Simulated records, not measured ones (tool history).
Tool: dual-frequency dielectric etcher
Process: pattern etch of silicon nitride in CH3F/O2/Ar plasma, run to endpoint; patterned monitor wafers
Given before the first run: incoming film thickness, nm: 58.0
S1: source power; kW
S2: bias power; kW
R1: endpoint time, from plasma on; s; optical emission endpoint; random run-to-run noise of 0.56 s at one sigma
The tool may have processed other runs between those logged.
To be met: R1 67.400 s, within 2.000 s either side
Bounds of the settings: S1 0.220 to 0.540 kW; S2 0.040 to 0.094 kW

run	day	S1	S2	R1
1	0.000	0.380	0.067	79.919
2	0.167	0.400	0.068	77.171
3	0.262	0.440	0.068	74.669
4	0.404	0.390	0.068	78.874
5	0.604	0.400	0.069	78.037
6	0.692	0.350	0.069	81.788
7	0.879	0.430	0.083	71.289
8	1.171	0.440	0.083	69.697
9	1.200	0.450	0.084	70.231

5 candidate next runs follow, results not yet known. Just one meets every target within its allowed miss. Identify it.
A	1.229	0.440	0.094	?
B	1.229	0.430	0.065	?
C	1.229	0.540	0.091	?
D	1.229	0.540	0.090	?
E	1.229	0.410	0.084	?

move	R1
A	66.554
B	75.607
C	61.818
D	62.042
E	71.153
A: meets every target
B: lands further from the targets than the last run did
C: pushes the last run's worst result past its target
D: pushes the last run's worst result past its target
E: lands further from the targets than the last run did
The right move is A.

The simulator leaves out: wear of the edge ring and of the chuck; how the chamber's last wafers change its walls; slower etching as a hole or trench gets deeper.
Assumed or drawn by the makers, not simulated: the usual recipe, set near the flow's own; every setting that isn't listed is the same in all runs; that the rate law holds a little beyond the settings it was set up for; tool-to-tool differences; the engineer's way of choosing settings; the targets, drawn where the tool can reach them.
